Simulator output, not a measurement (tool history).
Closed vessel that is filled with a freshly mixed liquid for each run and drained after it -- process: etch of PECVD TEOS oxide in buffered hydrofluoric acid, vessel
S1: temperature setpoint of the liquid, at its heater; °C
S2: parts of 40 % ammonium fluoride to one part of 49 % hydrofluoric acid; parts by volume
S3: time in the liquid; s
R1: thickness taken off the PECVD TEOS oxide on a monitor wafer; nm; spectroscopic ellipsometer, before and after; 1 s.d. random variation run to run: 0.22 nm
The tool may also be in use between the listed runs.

run 1 hour=0 | S1=24 S2=22 S3=90 | R1=45.703
run 2 hour=8.7 | S1=24 S2=20 S3=90 | R1=48.712
run 3 hour=15.8 | S1=24 S2=20 S3=95 | R1=51.236
run 4 hour=23.1 | S1=24 S2=17.5 S3=95 | R1=58.844
run 5 hour=29.5 | S1=24.5 S2=17.5 S3=95 | R1=60.087
run 6 hour=30.7 | S1=24.5 S2=13.5 S3=95 | R1=77.376

Run 7 is up next; what results do you expect?
run 7 hour=33.5 | S1=24 S2=13.5 S3=95 | R1=?

Run 7 produced R1 75.572 nm.

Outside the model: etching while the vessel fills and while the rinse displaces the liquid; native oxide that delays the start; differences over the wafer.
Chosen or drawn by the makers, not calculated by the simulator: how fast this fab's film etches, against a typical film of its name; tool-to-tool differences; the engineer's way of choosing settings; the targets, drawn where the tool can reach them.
